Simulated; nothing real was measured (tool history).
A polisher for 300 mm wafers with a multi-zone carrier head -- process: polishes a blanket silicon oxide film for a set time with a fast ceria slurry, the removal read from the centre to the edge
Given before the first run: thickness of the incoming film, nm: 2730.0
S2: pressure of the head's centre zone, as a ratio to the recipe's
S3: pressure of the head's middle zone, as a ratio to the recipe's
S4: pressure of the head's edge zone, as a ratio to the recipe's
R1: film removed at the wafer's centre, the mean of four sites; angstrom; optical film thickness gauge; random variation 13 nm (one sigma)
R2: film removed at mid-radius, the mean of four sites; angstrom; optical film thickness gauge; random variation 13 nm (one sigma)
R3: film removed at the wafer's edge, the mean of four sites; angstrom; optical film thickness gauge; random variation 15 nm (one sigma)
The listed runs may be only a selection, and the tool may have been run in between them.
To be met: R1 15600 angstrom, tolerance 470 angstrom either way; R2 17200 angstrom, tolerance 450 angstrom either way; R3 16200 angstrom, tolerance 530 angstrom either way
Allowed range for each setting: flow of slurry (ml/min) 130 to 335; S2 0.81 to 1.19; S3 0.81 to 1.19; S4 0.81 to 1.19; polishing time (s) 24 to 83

Run 1, hour 0.0: flow of slurry (ml/min) 215, S2 1.00, S3 1.00, S4 1.00, polishing time (s) 53. Result: R1 12282 angstrom, R2 11495 angstrom, R3 11105 angstrom.
Run 2, hour 6.8: flow of slurry (ml/min) 225, S2 0.99, S3 1.03, S4 1.04, polishing time (s) 57. Result: R1 13332 angstrom, R2 12973 angstrom, R3 12510 angstrom.
Run 3, hour 10.8: flow of slurry (ml/min) 225, S2 0.99, S3 1.11, S4 1.04, polishing time (s) 57. Result: R1 13194 angstrom, R2 13622 angstrom, R3 12467 angstrom.
Run 4, hour 14.2: flow of slurry (ml/min) 225, S2 0.99, S3 1.11, S4 1.04, polishing time (s) 47. Result: R1 10926 angstrom, R2 11270 angstrom, R3 10220 angstrom.
At hour 21.6: centre zone pressure recalibrated.
Run 5, hour 21.6: flow of slurry (ml/min) 235, S2 0.99, S3 1.12, S4 1.07, polishing time (s) 51. Result: R1 10836 angstrom, R2 12063 angstrom, R3 11358 angstrom.
Run 6, hour 29.9: flow of slurry (ml/min) 235, S2 0.99, S3 1.19, S4 1.07, polishing time (s) 51. Result: R1 10774 angstrom, R2 12994 angstrom, R3 11264 angstrom.
Run 7, hour 33.8: flow of slurry (ml/min) 245, S2 1.01, S3 1.18, S4 1.08, polishing time (s) 55. Result: R1 11837 angstrom, R2 13781 angstrom, R3 12288 angstrom.
Run 8, hour 41.2: flow of slurry (ml/min) 285, S2 1.07, S3 1.19, S4 1.17, polishing time (s) 69. Result: R1 16331 angstrom, R2 17727 angstrom, R3 16695 angstrom.

Which single option among these 4 for the next run brings every result within its allowed miss of target? Just one does.
Run A, hour 48.6: flow of slurry (ml/min) 330, S2 1.16, S3 1.16, S4 1.06, polishing time (s) 68. Result: R1 ?, R2 ?, R3 ?.
Run B, hour 48.6: flow of slurry (ml/min) 290, S2 0.98, S3 1.19, S4 1.15, polishing time (s) 71. Result: R1 ?, R2 ?, R3 ?.
Run C, hour 48.6: flow of slurry (ml/min) 265, S2 1.05, S3 1.09, S4 1.02, polishing time (s) 77. Result: R1 ?, R2 ?, R3 ?.
Run D, hour 48.6: flow of slurry (ml/min) 220, S2 1.02, S3 1.11, S4 1.09, polishing time (s) 73. Result: R1 ?, R2 ?, R3 ?.

move     R1     R2     R3
   A  17364  17311  15422
   B  15109  18245  16629
   C  17387  18319  16889
   D  15664  17268  16299
A: its largest miss is bigger than the last run's
B: takes the result that was furthest off past its target
C: its largest miss is bigger than the last run's
D: each result inside its tolerance
Correct choice: D, which meets every target
